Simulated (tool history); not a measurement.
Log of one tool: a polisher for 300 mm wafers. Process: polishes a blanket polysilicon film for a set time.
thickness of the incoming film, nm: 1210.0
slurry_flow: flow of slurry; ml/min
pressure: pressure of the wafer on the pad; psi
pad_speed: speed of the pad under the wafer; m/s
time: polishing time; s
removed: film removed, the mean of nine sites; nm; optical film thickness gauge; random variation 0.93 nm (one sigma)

{"run": 1, "hour": 0.0, "slurry_flow": 235, "pressure": 2.6, "pad_speed": 1.24, "time": 23, "removed": 196.27}
{"run": 2, "hour": 1.0, "slurry_flow": 235, "pressure": 2.6, "pad_speed": 1.24, "time": 23, "removed": 194.12}
{"run": 3, "hour": 6.5, "slurry_flow": 235, "pressure": 3.2, "pad_speed": 1.24, "time": 23, "removed": 232.26}
{"run": 4, "hour": 8.7, "slurry_flow": 235, "pressure": 2.6, "pad_speed": 1.24, "time": 23, "removed": 192.5}
{"run": 5, "hour": 12.7, "slurry_flow": 230, "pressure": 2.1, "pad_speed": 1.22, "time": 23, "removed": 158.59}
{"run": 6, "hour": 17.5, "slurry_flow": 230, "pressure": 2.6, "pad_speed": 1.22, "time": 23, "removed": 190.93}
{"run": 7, "hour": 23.7, "slurry_flow": 230, "pressure": 2.2, "pad_speed": 1.2, "time": 23, "removed": 163.58}
{"run": 8, "hour": 30.2, "slurry_flow": 225, "pressure": 1.9, "pad_speed": 1.2, "time": 23, "removed": 143.32}
{"run": 9, "hour": 33.6, "slurry_flow": 215, "pressure": 1.7, "pad_speed": 1.2, "time": 23, "removed": 130.31}
{"run": 10, "hour": 35.4, "slurry_flow": 200, "pressure": 1.7, "pad_speed": 1.2, "time": 23, "removed": 128.09}
{"run": 11, "hour": 43.6, "slurry_flow": 185, "pressure": 1.7, "pad_speed": 1.2, "time": 23, "removed": 128.54}
{"run": 12, "hour": 46.7, "slurry_flow": 180, "pressure": 1.6, "pad_speed": 1.2, "time": 23, "removed": 120.7}

Run 13 comes next. What will it give?
{"run": 13, "hour": 53.0, "slurry_flow": 175, "pressure": 1.6, "pad_speed": 1.2, "time": 23, "removed": "?"}

{"run 13": {"removed": 120.21}}

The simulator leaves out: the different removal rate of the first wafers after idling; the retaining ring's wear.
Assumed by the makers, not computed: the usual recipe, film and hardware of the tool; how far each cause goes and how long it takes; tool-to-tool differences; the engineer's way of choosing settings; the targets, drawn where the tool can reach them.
